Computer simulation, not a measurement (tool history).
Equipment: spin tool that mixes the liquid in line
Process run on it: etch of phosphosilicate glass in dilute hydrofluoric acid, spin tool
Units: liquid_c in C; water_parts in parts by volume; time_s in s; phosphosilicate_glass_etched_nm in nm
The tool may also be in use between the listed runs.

| run | day | liquid_c | water_parts | time_s | phosphosilicate_glass_etched_nm |
|---|---|---|---|---|---|
| 1 | 0 | 23 | 140 | 55 | 37.647 |
| 2 | 0.371 | 24 | 140 | 55 | 39.167 |
| 3 | 0.688 | 25 | 140 | 55 | 40.738 |
| 4 | 0.95 | 25 | 120 | 55 | 48.38 |
| 5 | 1.017 | 25 | 120 | 55 | 47.675 |
| 6 | 1.383 | 25 | 120 | 55 | 48.344 |
| 7 | 1.596 | 25.5 | 120 | 55 | 49.17 |

Predict the results of run 8:
| 8 | 1.696 | 25.5 | 120 | 55 | ? |

{"run 8": {"phosphosilicate_glass_etched_nm": 49.632}}
